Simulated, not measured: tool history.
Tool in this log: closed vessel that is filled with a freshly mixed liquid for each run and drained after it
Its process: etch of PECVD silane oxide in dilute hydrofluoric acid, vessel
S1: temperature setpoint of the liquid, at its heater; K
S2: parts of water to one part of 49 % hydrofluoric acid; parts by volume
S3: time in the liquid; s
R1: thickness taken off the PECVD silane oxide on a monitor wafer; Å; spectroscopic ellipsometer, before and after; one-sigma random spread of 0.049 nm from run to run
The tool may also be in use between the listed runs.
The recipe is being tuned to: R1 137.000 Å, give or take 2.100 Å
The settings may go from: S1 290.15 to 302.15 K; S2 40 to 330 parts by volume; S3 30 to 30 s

run	hour	S1	S2	S3	R1
1	0.0	294.15	185	30	50.744
2	3.2	296.15	160	30	65.316
3	7.2	296.15	215	30	45.536
4	11.5	296.15	215	30	46.029
5	13.1	297.65	185	30	58.111
6	17.8	297.65	135	30	84.438
7	23.2	301.65	85	30	166.640
8	28.6	301.15	85	30	162.240
9	35.0	300.65	85	30	160.260
10	39.1	300.15	85	30	156.800
11	45.6	299.65	85	30	154.410
12	52.2	299.15	85	30	151.460
13	61.3	298.65	85	30	147.330

Next run, 4 choices. One meets every target within its allowed miss, the rest don't. Which?
A	70.4	296.65	85	30	?
B	70.4	297.15	90	30	?
C	70.4	299.65	90	30	?
D	70.4	298.65	95	30	?

move	R1
A	136.720
B	130.920
C	144.500
D	130.780
A: each result inside its tolerance
B: carries the result that was furthest off beyond its target, to the other side
C: closer than the last run, but not yet in spec
D: carries the result that was furthest off beyond its target, to the other side
Answer: A
